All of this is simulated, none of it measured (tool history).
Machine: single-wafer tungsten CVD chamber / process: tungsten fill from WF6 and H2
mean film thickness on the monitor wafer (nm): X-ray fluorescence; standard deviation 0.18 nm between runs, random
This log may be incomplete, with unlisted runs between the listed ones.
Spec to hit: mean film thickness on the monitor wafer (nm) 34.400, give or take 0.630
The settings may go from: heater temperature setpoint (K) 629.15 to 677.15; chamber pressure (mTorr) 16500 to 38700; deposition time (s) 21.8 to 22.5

run	hour	heater temperature setpoint (K)	chamber pressure (mTorr)	deposition time (s)	mean film thickness on the monitor wafer (nm)
1	0.0	653.15	27600	21.8	47.257
2	7.9	651.15	27600	21.8	46.176
3	10.1	649.15	27600	21.8	44.051
4	13.3	649.15	31200	21.8	45.965
5	21.9	647.15	31200	21.8	44.645
# hour 27.0: thermocouple changed; heater temperature recalibrated
6	27.0	657.15	31200	21.8	48.317
7	29.0	653.15	29300	21.8	43.813
8	35.9	650.15	27700	21.8	40.634
9	36.7	650.15	27700	21.8	40.444
10	38.5	649.15	27700	21.8	39.800
11	44.6	648.15	27700	21.8	39.245
12	49.9	647.15	27700	21.8	38.400
13	51.1	646.15	27700	21.8	37.828
14	58.2	645.15	27700	21.8	37.275
15	64.2	645.15	27700	21.8	37.339
16	70.4	643.15	27700	21.8	35.693

Which one of the following 4 next-run settings gets every result inside its allowed miss? There is exactly one.
A	76.6	641.15	28900	22.5	?
B	76.6	638.15	26400	22.3	?
C	76.6	641.15	27900	21.8	?
D	76.6	642.15	30100	22.0	?

move	mean film thickness on the monitor wafer (nm)
A	36.280
B	33.000
C	34.746
D	36.627
A: moves away from the targets compared with the last run
B: takes the result that was furthest off past its target
C: every result lands within tolerance
D: moves away from the targets compared with the last run
So the answer is move C, the one that meets all the targets.
